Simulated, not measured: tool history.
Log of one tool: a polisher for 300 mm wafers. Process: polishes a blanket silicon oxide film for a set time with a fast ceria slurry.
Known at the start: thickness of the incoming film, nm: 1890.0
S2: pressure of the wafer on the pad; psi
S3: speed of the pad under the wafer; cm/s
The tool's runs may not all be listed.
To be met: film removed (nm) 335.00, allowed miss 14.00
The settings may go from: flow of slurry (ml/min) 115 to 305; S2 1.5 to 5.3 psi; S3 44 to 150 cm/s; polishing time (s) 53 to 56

{"run": 1, "day": 0.0, "flow of slurry (ml/min)": 195, "S2": 3.4, "S3": 96, "polishing time (s)": 53, "film removed (nm)": 916.96}
{"run": 2, "day": 0.038, "flow of slurry (ml/min)": 195, "S2": 4.0, "S3": 96, "polishing time (s)": 53, "film removed (nm)": 989.03}
{"run": 3, "day": 0.233, "flow of slurry (ml/min)": 170, "S2": 3.2, "S3": 78, "polishing time (s)": 53, "film removed (nm)": 690.89}
{"run": 4, "day": 0.258, "flow of slurry (ml/min)": 165, "S2": 2.6, "S3": 66, "polishing time (s)": 53, "film removed (nm)": 530.19}
{"run": 5, "day": 0.292, "flow of slurry (ml/min)": 165, "S2": 2.6, "S3": 66, "polishing time (s)": 53, "film removed (nm)": 530.89}
{"run": 6, "day": 0.521, "flow of slurry (ml/min)": 160, "S2": 2.2, "S3": 60, "polishing time (s)": 53, "film removed (nm)": 449.38}
{"run": 7, "day": 0.746, "flow of slurry (ml/min)": 155, "S2": 1.5, "S3": 48, "polishing time (s)": 53, "film removed (nm)": 301.6}
{"run": 8, "day": 0.992, "flow of slurry (ml/min)": 155, "S2": 1.6, "S3": 48, "polishing time (s)": 53, "film removed (nm)": 305.37}
{"run": 9, "day": 1.25, "flow of slurry (ml/min)": 155, "S2": 1.6, "S3": 48, "polishing time (s)": 53, "film removed (nm)": 312.3}
{"run": 10, "day": 1.408, "flow of slurry (ml/min)": 155, "S2": 1.7, "S3": 48, "polishing time (s)": 53, "film removed (nm)": 310.93}

Which of these 5 next moves meets every target?
{"run": "A", "day": 1.567, "flow of slurry (ml/min)": 220, "S2": 2.1, "S3": 44, "polishing time (s)": 53, "film removed (nm)": "?"}
{"run": "B", "day": 1.567, "flow of slurry (ml/min)": 135, "S2": 1.6, "S3": 46, "polishing time (s)": 53, "film removed (nm)": "?"}
{"run": "C", "day": 1.567, "flow of slurry (ml/min)": 115, "S2": 1.5, "S3": 46, "polishing time (s)": 56, "film removed (nm)": "?"}
{"run": "D", "day": 1.567, "flow of slurry (ml/min)": 115, "S2": 1.7, "S3": 46, "polishing time (s)": 54, "film removed (nm)": "?"}
{"run": "E", "day": 1.567, "flow of slurry (ml/min)": 135, "S2": 1.6, "S3": 46, "polishing time (s)": 56, "film removed (nm)": "?"}

move=A film_removed_(nm)=339.18
move=B film_removed_(nm)=297.02
move=C film_removed_(nm)=299.99
move=D film_removed_(nm)=304.91
move=E film_removed_(nm)=313.83
A: meets every target
B: further off than the last run
C: further off than the last run
D: further off than the last run
E: nearer than the last run, and not there yet
Move A is the one to make.
